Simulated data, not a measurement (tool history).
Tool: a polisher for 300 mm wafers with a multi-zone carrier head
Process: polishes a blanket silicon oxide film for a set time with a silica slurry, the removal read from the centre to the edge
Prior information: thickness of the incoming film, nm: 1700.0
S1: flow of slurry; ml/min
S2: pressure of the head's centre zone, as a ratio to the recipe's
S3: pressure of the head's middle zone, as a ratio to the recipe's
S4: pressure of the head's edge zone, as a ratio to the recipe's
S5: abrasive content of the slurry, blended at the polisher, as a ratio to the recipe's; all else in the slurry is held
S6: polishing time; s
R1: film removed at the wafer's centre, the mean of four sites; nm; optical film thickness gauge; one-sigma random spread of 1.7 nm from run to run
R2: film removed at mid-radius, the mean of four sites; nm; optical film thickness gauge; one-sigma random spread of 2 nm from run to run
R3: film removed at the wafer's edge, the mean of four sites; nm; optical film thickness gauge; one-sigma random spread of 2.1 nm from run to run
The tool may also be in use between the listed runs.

{"run": 1, "hour": 0.0, "S1": 130, "S2": 1, "S3": 1, "S4": 1, "S5": 1, "S6": 83, "R1": 289.48, "R2": 291.38, "R3": 294.79}
{"run": 2, "hour": 7.6, "S1": 130, "S2": 1, "S3": 1, "S4": 1.08, "S5": 1, "S6": 83, "R1": 284.33, "R2": 296.61, "R3": 309.8}
{"run": 3, "hour": 8.5, "S1": 120, "S2": 1, "S3": 1, "S4": 1.08, "S5": 1, "S6": 83, "R1": 280.93, "R2": 293.06, "R3": 298.86}
{"run": 4, "hour": 16.3, "S1": 120, "S2": 1, "S3": 1, "S4": 1.14, "S5": 1, "S6": 83, "R1": 279.14, "R2": 290.02, "R3": 308.83}
{"run": 5, "hour": 17.0, "S1": 120, "S2": 1.07, "S3": 1, "S4": 1.14, "S5": 1, "S6": 83, "R1": 303.25, "R2": 288.57, "R3": 302.93}
{"run": 6, "hour": 19.3, "S1": 110, "S2": 1.05, "S3": 1.02, "S4": 1.1, "S5": 0.9, "S6": 80, "R1": 258.85, "R2": 260.92, "R3": 273.24}
{"run": 7, "hour": 26.8, "S1": 110, "S2": 1.05, "S3": 1.02, "S4": 1.1, "S5": 0.9, "S6": 80, "R1": 261.69, "R2": 262.42, "R3": 271.17}
{"run": 8, "hour": 35.1, "S1": 110, "S2": 1.05, "S3": 1.02, "S4": 1.1, "S5": 0.9, "S6": 80, "R1": 261.05, "R2": 261.24, "R3": 272.12}
{"run": 9, "hour": 42.7, "S1": 105, "S2": 1.05, "S3": 1.06, "S4": 1.05, "S5": 0.8, "S6": 78, "R1": 234.42, "R2": 238.95, "R3": 239.3}
{"run": 10, "hour": 45.9, "S1": 100, "S2": 1.04, "S3": 1.09, "S4": 1.02, "S5": 0.75, "S6": 78, "R1": 219.57, "R2": 231.12, "R3": 222.72}
{"run": 11, "hour": 49.8, "S1": 95, "S2": 1.03, "S3": 1.1, "S4": 0.99, "S5": 0.7, "S6": 78, "R1": 203.88, "R2": 221.26, "R3": 206.57}
{"run": 12, "hour": 55.6, "S1": 90, "S2": 1.02, "S3": 1.1, "S4": 0.97, "S5": 0.7, "S6": 78, "R1": 198.14, "R2": 216.43, "R3": 201.82}

Run 13, settings as shown, results not yet in. Your forecast:
{"run": 13, "hour": 56.9, "S1": 90, "S2": 1.02, "S3": 1.11, "S4": 0.95, "S5": 0.7, "S6": 78, "R1": "?", "R2": "?", "R3": "?"}

{"run 13": {"R1": 194.56, "R2": 216.3, "R3": 202.26}}
